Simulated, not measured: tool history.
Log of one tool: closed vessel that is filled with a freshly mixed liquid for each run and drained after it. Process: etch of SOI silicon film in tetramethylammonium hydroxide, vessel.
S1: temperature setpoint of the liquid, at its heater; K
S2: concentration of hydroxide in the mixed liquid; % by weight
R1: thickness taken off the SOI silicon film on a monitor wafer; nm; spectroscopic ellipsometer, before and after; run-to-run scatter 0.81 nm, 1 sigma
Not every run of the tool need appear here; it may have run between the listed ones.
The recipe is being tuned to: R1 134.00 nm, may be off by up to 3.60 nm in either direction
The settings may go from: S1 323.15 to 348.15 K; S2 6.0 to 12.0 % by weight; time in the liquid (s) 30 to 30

run 1 hour=0.0 | S1=335.15 S2=8.0 time_in_the_liquid_(s)=30 | R1=149.92
run 2 hour=7.5 | S1=340.65 S2=8.0 time_in_the_liquid_(s)=30 | R1=209.82
run 3 hour=10.6 | S1=339.65 S2=8.0 time_in_the_liquid_(s)=30 | R1=197.58
run 4 hour=16.5 | S1=338.65 S2=8.0 time_in_the_liquid_(s)=30 | R1=186.02
run 5 hour=21.7 | S1=338.65 S2=6.0 time_in_the_liquid_(s)=30 | R1=199.72
run 6 hour=29.9 | S1=338.65 S2=6.0 time_in_the_liquid_(s)=30 | R1=202.20
run 7 hour=38.0 | S1=337.65 S2=6.0 time_in_the_liquid_(s)=30 | R1=189.11
run 8 hour=40.4 | S1=337.15 S2=6.0 time_in_the_liquid_(s)=30 | R1=182.55
run 9 hour=48.1 | S1=336.65 S2=6.0 time_in_the_liquid_(s)=30 | R1=177.49
run 10 hour=56.3 | S1=336.15 S2=6.0 time_in_the_liquid_(s)=30 | R1=173.50
run 11 hour=56.8 | S1=335.65 S2=6.0 time_in_the_liquid_(s)=30 | R1=168.27
run 12 hour=63.7 | S1=331.15 S2=6.0 time_in_the_liquid_(s)=30 | R1=125.16
run 13 hour=70.1 | S1=331.65 S2=6.0 time_in_the_liquid_(s)=30 | R1=129.51

Exactly one of the 5 candidate moves below puts every result within its allowed miss. Which one?
run A hour=76.5 | S1=330.65 S2=7.0 time_in_the_liquid_(s)=30 | R1=?
run B hour=76.5 | S1=331.15 S2=6.5 time_in_the_liquid_(s)=30 | R1=?
run C hour=76.5 | S1=333.15 S2=8.0 time_in_the_liquid_(s)=30 | R1=?
run D hour=76.5 | S1=331.65 S2=7.5 time_in_the_liquid_(s)=30 | R1=?
run E hour=76.5 | S1=331.15 S2=6.0 time_in_the_liquid_(s)=30 | R1=?

move=A R1=117.76
move=B R1=123.84
move=C R1=132.76
move=D R1=123.13
move=E R1=126.11
A: its largest miss is bigger than the last run's
B: its largest miss is bigger than the last run's
C: hits every target within its allowed miss
D: its largest miss is bigger than the last run's
E: its largest miss is bigger than the last run's
So the answer is move C, the one that meets all the targets.
